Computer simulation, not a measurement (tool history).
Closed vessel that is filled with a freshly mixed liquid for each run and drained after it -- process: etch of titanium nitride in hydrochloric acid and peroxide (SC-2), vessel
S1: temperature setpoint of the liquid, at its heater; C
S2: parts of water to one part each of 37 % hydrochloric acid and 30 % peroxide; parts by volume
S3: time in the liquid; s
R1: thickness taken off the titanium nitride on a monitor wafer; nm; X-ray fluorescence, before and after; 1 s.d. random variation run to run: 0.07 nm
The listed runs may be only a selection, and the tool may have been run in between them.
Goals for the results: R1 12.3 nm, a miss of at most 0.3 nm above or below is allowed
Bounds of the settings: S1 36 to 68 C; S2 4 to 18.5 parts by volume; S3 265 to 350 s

run 1 day=0 | S1=52 S2=10.5 S3=350 | R1=11.037
run 2 day=0.204 | S1=52.5 S2=10.5 S3=350 | R1=11.332
run 3 day=0.425 | S1=53 S2=10.5 S3=350 | R1=11.966
run 4 day=0.596 | S1=47.5 S2=10.5 S3=350 | R1=8.2241
run 5 day=0.762 | S1=49 S2=10.5 S3=350 | R1=9.0883
run 6 day=0.862 | S1=50.5 S2=10.5 S3=350 | R1=10.034
run 7 day=1.083 | S1=51.5 S2=10.5 S3=350 | R1=10.71
run 8 day=1.192 | S1=52 S2=10.5 S3=350 | R1=10.905
run 9 day=1.325 | S1=52.5 S2=10.5 S3=350 | R1=11.481

Exactly one of the 4 candidate moves below puts every result within its allowed miss. Which one?
run A day=1.458 | S1=53.5 S2=10 S3=340 | R1=?
run B day=1.458 | S1=58.5 S2=11.5 S3=295 | R1=?
run C day=1.458 | S1=53 S2=8.5 S3=285 | R1=?
run D day=1.458 | S1=52.5 S2=10 S3=345 | R1=?

move=A R1=12.333
move=B R1=13.116
move=C R1=11.435
move=D R1=11.721
A: each result inside its tolerance
B: takes the result that was furthest off past its target
C: the biggest miss grows against the last run
D: better than the last run, though not everything is in spec
The move that meets every target is A.

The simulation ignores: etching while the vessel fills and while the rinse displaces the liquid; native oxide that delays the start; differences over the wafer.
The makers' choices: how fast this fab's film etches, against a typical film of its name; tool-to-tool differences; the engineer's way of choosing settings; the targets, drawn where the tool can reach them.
